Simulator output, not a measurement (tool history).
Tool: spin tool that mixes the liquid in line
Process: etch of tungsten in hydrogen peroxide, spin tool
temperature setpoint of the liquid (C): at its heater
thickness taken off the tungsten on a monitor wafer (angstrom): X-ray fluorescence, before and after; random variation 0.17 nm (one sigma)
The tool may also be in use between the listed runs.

run	hour	temperature setpoint of the liquid (C)	concentration of hydrogen peroxide in the mixed liquid (% by weight)	time under the liquid (s)	thickness taken off the tungsten on a monitor wafer (angstrom)
1	0	45	15.5	25	178.01
2	5.8	45	15.5	20	141.89
3	13.4	45	15.5	20	143.93
4	17	48	15.5	20	172.75
5	24.4	45	15.5	20	142.19
6	30.9	50.5	15.5	20	200.07
7	32.1	50.5	15.5	20	201.57

The next listed run, before its measurement:
8	36.3	58.5	15.5	20	?

thickness taken off the tungsten on a monitor wafer (angstrom): 323.14
